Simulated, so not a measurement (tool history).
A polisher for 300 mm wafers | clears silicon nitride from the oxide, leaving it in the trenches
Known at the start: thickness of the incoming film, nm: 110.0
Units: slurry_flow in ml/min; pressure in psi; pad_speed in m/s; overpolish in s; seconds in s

run	hour	slurry_flow	pressure	pad_speed	overpolish	seconds
1	0.0	185	2.5	0.94	6	153.98
2	4.9	185	2.4	0.94	6	160.82
3	10.4	185	2.3	0.94	6	169.61
4	15.4	185	2.3	0.94	6	163.64
5	17.8	185	2.2	0.92	6	174.81
6	19.4	185	2.1	0.92	6	185.55
7	20.7	185	2.0	0.92	6	202.22

Run 8 comes next. What will it give?
8	29.3	185	1.9	0.92	6	?

seconds: 201.44 s
